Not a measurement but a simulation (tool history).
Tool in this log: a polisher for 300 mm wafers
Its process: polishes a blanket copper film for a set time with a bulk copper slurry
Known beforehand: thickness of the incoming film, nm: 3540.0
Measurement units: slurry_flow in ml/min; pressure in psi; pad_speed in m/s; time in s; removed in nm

{"run": 1, "hour": 0.0, "slurry_flow": 290, "pressure": 2, "pad_speed": 1.24, "slurry_solids": 1, "time": 45, "removed": 386.73}
{"run": 2, "hour": 8.6, "slurry_flow": 290, "pressure": 2, "pad_speed": 1.54, "slurry_solids": 1, "time": 45, "removed": 481.01}
{"run": 3, "hour": 9.4, "slurry_flow": 290, "pressure": 2, "pad_speed": 1.54, "slurry_solids": 1.2, "time": 45, "removed": 495.95}
{"run": 4, "hour": 17.4, "slurry_flow": 335, "pressure": 2, "pad_speed": 1.54, "slurry_solids": 1.2, "time": 45, "removed": 510.94}
{"run": 5, "hour": 25.4, "slurry_flow": 345, "pressure": 2.1, "pad_speed": 1.54, "slurry_solids": 1.2, "time": 45, "removed": 529.93}
{"run": 6, "hour": 31.1, "slurry_flow": 345, "pressure": 1.9, "pad_speed": 1.54, "slurry_solids": 1.2, "time": 45, "removed": 475.94}
{"run": 7, "hour": 38.6, "slurry_flow": 360, "pressure": 2.5, "pad_speed": 1.56, "slurry_solids": 1.2, "time": 45, "removed": 634.91}
{"run": 8, "hour": 45.4, "slurry_flow": 360, "pressure": 2.6, "pad_speed": 1.56, "slurry_solids": 1.2, "time": 45, "removed": 662.74}

What will run 9 give?
{"run": 9, "hour": 53.7, "slurry_flow": 360, "pressure": 2.6, "pad_speed": 1.56, "slurry_solids": 1.2, "time": 45, "removed": "?"}

{"run 9": {"removed": 659.68}}
